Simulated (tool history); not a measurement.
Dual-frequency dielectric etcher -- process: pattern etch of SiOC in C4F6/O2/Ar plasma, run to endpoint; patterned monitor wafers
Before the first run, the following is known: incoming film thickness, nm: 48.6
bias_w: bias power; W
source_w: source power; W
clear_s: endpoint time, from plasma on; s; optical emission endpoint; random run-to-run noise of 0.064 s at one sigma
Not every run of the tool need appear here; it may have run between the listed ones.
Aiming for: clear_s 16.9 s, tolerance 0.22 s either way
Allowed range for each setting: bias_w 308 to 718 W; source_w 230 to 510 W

| run | hour | bias_w | source_w | clear_s |
|---|---|---|---|---|
| 1 | 0 | 513 | 370 | 15.671 |
| 2 | 5.2 | 489 | 370 | 15.68 |
| 3 | 6.1 | 489 | 400 | 15.479 |
| 4 | 14.9 | 489 | 350 | 16.109 |
| 5 | 20.2 | 489 | 410 | 15.288 |
| 6 | 24.4 | 443 | 410 | 15.924 |
| 7 | 27.7 | 426 | 410 | 16.018 |
| 8 | 33.7 | 409 | 410 | 16.325 |

Pick the move, out of 5, that brings all results within their allowed miss; only one does.
| A | 39.7 | 515 | 320 | ? |
| B | 39.7 | 386 | 430 | ? |
| C | 39.7 | 371 | 400 | ? |
| D | 39.7 | 314 | 420 | ? |
| E | 39.7 | 400 | 410 | ? |

| move | clear_s |
|---|---|
| A | 16.314 |
| B | 16.287 |
| C | 16.926 |
| D | 17.567 |
| E | 16.364 |
A: no nearer and no further than the last run
B: further off than the last run
C: each result inside its tolerance
D: pushes the last run's worst result past its target
E: closer than the last run, but not yet in spec
The right move is C.

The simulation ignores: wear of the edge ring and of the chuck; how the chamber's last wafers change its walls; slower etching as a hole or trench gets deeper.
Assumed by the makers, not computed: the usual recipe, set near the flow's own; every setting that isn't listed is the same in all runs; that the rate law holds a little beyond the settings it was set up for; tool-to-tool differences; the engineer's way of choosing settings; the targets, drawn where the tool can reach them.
